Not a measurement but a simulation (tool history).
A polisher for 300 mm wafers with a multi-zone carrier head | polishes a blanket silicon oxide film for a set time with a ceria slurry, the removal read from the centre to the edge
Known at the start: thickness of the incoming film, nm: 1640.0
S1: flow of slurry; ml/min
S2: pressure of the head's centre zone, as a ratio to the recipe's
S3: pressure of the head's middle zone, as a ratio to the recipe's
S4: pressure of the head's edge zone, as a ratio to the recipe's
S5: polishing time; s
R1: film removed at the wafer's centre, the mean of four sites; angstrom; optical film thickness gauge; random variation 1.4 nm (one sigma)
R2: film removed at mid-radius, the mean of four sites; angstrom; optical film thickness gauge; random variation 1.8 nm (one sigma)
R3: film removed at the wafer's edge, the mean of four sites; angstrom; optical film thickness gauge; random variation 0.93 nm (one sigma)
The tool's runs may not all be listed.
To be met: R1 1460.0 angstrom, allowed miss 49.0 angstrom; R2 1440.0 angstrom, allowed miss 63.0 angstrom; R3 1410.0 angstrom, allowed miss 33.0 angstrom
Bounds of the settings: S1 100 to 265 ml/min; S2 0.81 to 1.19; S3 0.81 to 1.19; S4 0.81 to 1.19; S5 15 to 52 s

run,hour,S1,S2,S3,S4,S5,R1,R2,R3
1,0.0,170,1.00,1.00,1.00,33,1669.5,1587.8,1606.2
2,8.0,165,0.99,1.00,0.98,33,1649.0,1595.4,1596.1
3,11.4,130,0.99,1.00,0.98,33,1551.2,1526.6,1525.5
4,19.0,125,0.99,1.00,0.97,33,1514.5,1505.9,1507.8
5,19.6,120,0.99,1.00,0.96,33,1473.4,1454.5,1479.4
6,23.7,120,1.00,1.01,0.95,33,1517.9,1484.0,1481.5
7,24.7,120,1.00,1.01,0.94,33,1489.9,1499.9,1486.7
8,28.4,110,1.03,0.99,0.87,32,1468.0,1351.9,1382.3

Which of these 4 next moves meets every target?
A,32.1,110,0.99,0.88,0.88,33,?,?,?
B,32.1,115,1.06,0.94,0.89,31,?,?,?
C,32.1,110,1.03,1.02,0.94,32,?,?,?
D,32.1,100,1.02,0.81,0.88,33,?,?,?

move,R1,R2,R3
A,1479.9,1333.7,1430.6
B,1513.3,1321.3,1361.1
C,1494.6,1415.6,1418.2
D,1469.5,1230.3,1400.9
A: further off than the last run
B: further off than the last run
C: meets every target
D: further off than the last run
Move C is the one to make.
